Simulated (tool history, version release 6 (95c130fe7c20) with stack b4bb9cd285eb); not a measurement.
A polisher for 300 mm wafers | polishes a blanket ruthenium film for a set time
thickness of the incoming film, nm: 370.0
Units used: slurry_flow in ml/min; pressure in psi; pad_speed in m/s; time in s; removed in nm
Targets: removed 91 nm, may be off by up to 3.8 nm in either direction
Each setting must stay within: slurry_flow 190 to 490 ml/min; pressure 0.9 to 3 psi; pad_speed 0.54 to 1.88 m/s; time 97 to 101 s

Run 1, hour 0: slurry_flow 315 ml/min, pressure 1.9 psi, pad_speed 1.2 m/s, time 97 s. Result: removed 126.73 nm.
Run 2, hour 4.9: slurry_flow 315 ml/min, pressure 1.7 psi, pad_speed 1.2 m/s, time 97 s. Result: removed 112.97 nm.
Run 3, hour 8.5: slurry_flow 315 ml/min, pressure 1.7 psi, pad_speed 1.36 m/s, time 97 s. Result: removed 126.85 nm.
Run 4, hour 17.2: slurry_flow 245 ml/min, pressure 1.7 psi, pad_speed 1.36 m/s, time 97 s. Result: removed 126.78 nm.
Run 5, hour 17.9: slurry_flow 245 ml/min, pressure 1.5 psi, pad_speed 1.36 m/s, time 97 s. Result: removed 110.52 nm.
Run 6, hour 20.4: slurry_flow 245 ml/min, pressure 1.5 psi, pad_speed 1.36 m/s, time 97 s. Result: removed 110.16 nm.
Run 7, hour 22.8: slurry_flow 245 ml/min, pressure 1.1 psi, pad_speed 1.34 m/s, time 97 s. Result: removed 82.378 nm.
Run 8, hour 25.8: slurry_flow 245 ml/min, pressure 1.3 psi, pad_speed 1.34 m/s, time 97 s. Result: removed 96.288 nm.

Consider the 5 candidate settings below. Which is the only one whose results all fall within their allowed miss of target?
Run A, hour 28.8: slurry_flow 265 ml/min, pressure 1.4 psi, pad_speed 1.3 m/s, time 97 s. Result: removed ?.
Run B, hour 28.8: slurry_flow 235 ml/min, pressure 1.4 psi, pad_speed 1.32 m/s, time 97 s. Result: removed ?.
Run C, hour 28.8: slurry_flow 210 ml/min, pressure 1.5 psi, pad_speed 1.14 m/s, time 97 s. Result: removed ?.
Run D, hour 28.8: slurry_flow 250 ml/min, pressure 1.3 psi, pad_speed 1.44 m/s, time 97 s. Result: removed ?.
Run E, hour 28.8: slurry_flow 220 ml/min, pressure 1.1 psi, pad_speed 1.64 m/s, time 97 s. Result: removed ?.

move  removed
   A   98.999
   B   99.626
   C    91.57
   D   101.45
   E   97.325
A: moves away from the targets compared with the last run
B: moves away from the targets compared with the last run
C: each result inside its tolerance
D: moves away from the targets compared with the last run
E: moves away from the targets compared with the last run
The move that meets every target is C.
